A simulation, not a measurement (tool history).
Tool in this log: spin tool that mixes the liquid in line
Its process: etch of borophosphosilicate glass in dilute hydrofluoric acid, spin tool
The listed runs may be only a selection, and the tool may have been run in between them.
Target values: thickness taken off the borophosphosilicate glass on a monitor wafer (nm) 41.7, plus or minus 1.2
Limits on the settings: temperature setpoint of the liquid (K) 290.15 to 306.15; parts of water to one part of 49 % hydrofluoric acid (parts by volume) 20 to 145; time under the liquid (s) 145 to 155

| run | hour | temperature setpoint of the liquid (K) | parts of water to one part of 49 % hydrofluoric acid (parts by volume) | time under the liquid (s) | thickness taken off the borophosphosilicate glass on a monitor wafer (nm) |
|---|---|---|---|---|---|
| 1 | 0 | 298.15 | 80 | 145 | 61.8 |
| 2 | 7.2 | 295.65 | 85 | 145 | 52.879 |
| 3 | 11.9 | 295.65 | 60 | 145 | 76.573 |
| 4 | 20.1 | 292.15 | 60 | 145 | 65.546 |
| 5 | 27.4 | 291.65 | 70 | 145 | 55.114 |
| 6 | 35.3 | 291.65 | 45 | 145 | 89.902 |
| 7 | 38.4 | 291.15 | 60 | 145 | 63.899 |
| 8 | 44.9 | 290.65 | 65 | 145 | 57.868 |
| 9 | 46 | 290.65 | 70 | 145 | 52.925 |
| 10 | 51.3 | 290.65 | 75 | 145 | 48.78 |
| 11 | 54.2 | 290.65 | 80 | 145 | 45.748 |
|  | 60.6 | hydrofluoric acid flow meter replaced |
| 12 | 60.6 | 290.15 | 85 | 145 | 44.902 |
| 13 | 63.5 | 290.15 | 95 | 145 | 39.359 |

Exercise: of the 5 proposed moves below, exactly one satisfies all targets within the stated allowed misses. Which move is it?
| A | 66.4 | 290.65 | 110 | 155 | ? |
| B | 66.4 | 291.15 | 90 | 145 | ? |
| C | 66.4 | 290.15 | 95 | 150 | ? |
| D | 66.4 | 290.15 | 90 | 150 | ? |
| E | 66.4 | 292.15 | 95 | 150 | ? |

| move | thickness taken off the borophosphosilicate glass on a monitor wafer (nm) |
|---|---|
| A | 37.571 |
| B | 44.806 |
| C | 41.874 |
| D | 44.433 |
| E | 45.538 |
A: its largest miss is bigger than the last run's
B: moves the result that the last run missed by most past its target, out the other side
C: in spec on every target
D: moves the result that the last run missed by most past its target, out the other side
E: moves the result that the last run missed by most past its target, out the other side
Answer: C
